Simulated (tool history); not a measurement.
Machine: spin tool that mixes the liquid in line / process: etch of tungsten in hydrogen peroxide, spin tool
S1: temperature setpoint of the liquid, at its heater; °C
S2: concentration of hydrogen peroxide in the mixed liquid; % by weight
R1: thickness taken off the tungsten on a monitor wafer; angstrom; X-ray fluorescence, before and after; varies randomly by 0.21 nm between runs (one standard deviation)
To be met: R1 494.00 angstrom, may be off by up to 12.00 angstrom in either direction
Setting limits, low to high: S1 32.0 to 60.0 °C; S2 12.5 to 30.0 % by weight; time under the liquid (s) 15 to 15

run 1 hour=0.0 | S1=44.0 S2=23.5 time_under_the_liquid_(s)=15 | R1=229.34
run 2 hour=1.2 | S1=44.0 S2=23.5 time_under_the_liquid_(s)=15 | R1=230.72
run 3 hour=8.7 | S1=44.0 S2=25.5 time_under_the_liquid_(s)=15 | R1=239.93
run 4 hour=17.3 | S1=44.0 S2=27.5 time_under_the_liquid_(s)=15 | R1=248.44
run 5 hour=18.8 | S1=45.5 S2=27.5 time_under_the_liquid_(s)=15 | R1=274.18
run 6 hour=25.1 | S1=45.5 S2=27.5 time_under_the_liquid_(s)=15 | R1=273.66
run 7 hour=26.2 | S1=46.5 S2=27.5 time_under_the_liquid_(s)=15 | R1=290.94
run 8 hour=29.0 | S1=47.5 S2=27.5 time_under_the_liquid_(s)=15 | R1=306.86
run 9 hour=33.1 | S1=47.5 S2=27.5 time_under_the_liquid_(s)=15 | R1=309.23
run 10 hour=36.6 | S1=48.5 S2=27.5 time_under_the_liquid_(s)=15 | R1=329.67
run 11 hour=40.6 | S1=49.5 S2=27.5 time_under_the_liquid_(s)=15 | R1=351.22
run 12 hour=48.7 | S1=50.0 S2=27.5 time_under_the_liquid_(s)=15 | R1=361.75
run 13 hour=50.7 | S1=50.5 S2=27.5 time_under_the_liquid_(s)=15 | R1=372.25
run 14 hour=51.3 | S1=51.0 S2=27.5 time_under_the_liquid_(s)=15 | R1=385.19
run 15 hour=53.5 | S1=51.5 S2=27.5 time_under_the_liquid_(s)=15 | R1=396.67
run 16 hour=55.9 | S1=52.0 S2=27.5 time_under_the_liquid_(s)=15 | R1=409.37
run 17 hour=61.9 | S1=52.5 S2=27.5 time_under_the_liquid_(s)=15 | R1=422.82

Exercise: of the 4 proposed moves below, exactly one satisfies all targets within the stated allowed misses. Which move is it?
run A hour=67.9 | S1=49.0 S2=28.0 time_under_the_liquid_(s)=15 | R1=?
run B hour=67.9 | S1=58.0 S2=19.5 time_under_the_liquid_(s)=15 | R1=?
run C hour=67.9 | S1=49.5 S2=26.5 time_under_the_liquid_(s)=15 | R1=?
run D hour=67.9 | S1=53.5 S2=27.0 time_under_the_liquid_(s)=15 | R1=?

move=A R1=341.55
move=B R1=488.36
move=C R1=342.63
move=D R1=440.64
A: further off than the last run
B: all results in spec
C: further off than the last run
D: closes in on the targets versus the last run, not all within tolerance yet
The right move is B.
